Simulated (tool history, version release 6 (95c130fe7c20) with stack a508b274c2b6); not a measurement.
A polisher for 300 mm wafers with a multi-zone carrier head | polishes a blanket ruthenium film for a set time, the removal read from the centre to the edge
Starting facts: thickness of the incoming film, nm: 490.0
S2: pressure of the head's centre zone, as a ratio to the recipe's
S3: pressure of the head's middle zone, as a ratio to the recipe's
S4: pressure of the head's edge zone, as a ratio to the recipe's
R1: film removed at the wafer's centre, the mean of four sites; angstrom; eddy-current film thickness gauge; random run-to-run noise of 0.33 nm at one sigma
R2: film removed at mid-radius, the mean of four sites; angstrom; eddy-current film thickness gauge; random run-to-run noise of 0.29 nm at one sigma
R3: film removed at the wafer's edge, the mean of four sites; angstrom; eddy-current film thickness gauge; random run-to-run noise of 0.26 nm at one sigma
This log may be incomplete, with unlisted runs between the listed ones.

run 1 hour=0.0 | flow_of_slurry_(ml/min)=185 S2=1.00 S3=1.00 S4=1.00 polishing_time_(s)=39 | R1=671.53 R2=661.06 R3=647.26
run 2 hour=2.9 | flow_of_slurry_(ml/min)=160 S2=1.00 S3=1.00 S4=1.00 polishing_time_(s)=39 | R1=656.64 R2=636.92 R3=634.15
run 3 hour=10.8 | flow_of_slurry_(ml/min)=145 S2=0.96 S3=0.98 S4=0.96 polishing_time_(s)=34 | R1=552.33 R2=537.90 R3=540.82
run 4 hour=16.8 | flow_of_slurry_(ml/min)=135 S2=0.92 S3=0.97 S4=0.93 polishing_time_(s)=30 | R1=453.22 R2=470.19 R3=463.14
run 5 hour=25.2 | flow_of_slurry_(ml/min)=135 S2=0.92 S3=0.97 S4=0.98 polishing_time_(s)=30 | R1=446.25 R2=478.57 R3=473.42
run 6 hour=31.7 | flow_of_slurry_(ml/min)=135 S2=0.92 S3=0.93 S4=0.98 polishing_time_(s)=30 | R1=452.16 R2=455.58 R3=470.09
run 7 hour=38.1 | flow_of_slurry_(ml/min)=130 S2=0.90 S3=0.91 S4=0.95 polishing_time_(s)=27 | R1=392.59 R2=393.85 R3=417.83

Run 8 is up next; what results do you expect?
run 8 hour=42.7 | flow_of_slurry_(ml/min)=130 S2=0.89 S3=0.91 S4=0.92 polishing_time_(s)=25 | R1=? R2=? R3=?

{"run 8": {"R1": 365.02, "R2": 371.41, "R3": 380.95}}

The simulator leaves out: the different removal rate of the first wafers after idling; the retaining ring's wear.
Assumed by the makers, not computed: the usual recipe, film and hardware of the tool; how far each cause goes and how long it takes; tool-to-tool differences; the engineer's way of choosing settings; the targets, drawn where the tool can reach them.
